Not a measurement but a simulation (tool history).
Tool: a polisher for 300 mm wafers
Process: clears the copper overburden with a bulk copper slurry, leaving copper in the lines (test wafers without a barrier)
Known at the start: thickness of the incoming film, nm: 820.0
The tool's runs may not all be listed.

run	hour	flow of slurry (ml/min)	pressure of the wafer on the pad (psi)	speed of the pad under the wafer (m/s)	abrasive content of the slurry	overpolish time after the end point (s)	time until the end point was called (s)	dishing of a wide line in a test structure (Å)
1	0	305	3.3	1.1	1	9	75.946	437.33
2	8.2	305	4	1.1	1	9	68.778	462.95
3	13.8	305	3.6	1.06	1	10	74.604	463.7
4	22	305	3.6	1.06	1	8	74.106	420.15
5	28.8	305	3.6	1.06	1	5	76.462	305.02
6	32.7	305	3.2	1.04	1	6	80.895	325.06
7	36.7	305	2.9	1	1	7	91.517	334.52
8	41.8	305	2.7	1	1	8	95.177	362.04
9	45.8	305	2.5	1	1	9	104.66	368.79

Forecast run 10:
10	52	305	2.4	1	1	9	?	?

Run 10 gave time until the end point was called (s) 108.21, dishing of a wide line in a test structure (Å) 361.15.

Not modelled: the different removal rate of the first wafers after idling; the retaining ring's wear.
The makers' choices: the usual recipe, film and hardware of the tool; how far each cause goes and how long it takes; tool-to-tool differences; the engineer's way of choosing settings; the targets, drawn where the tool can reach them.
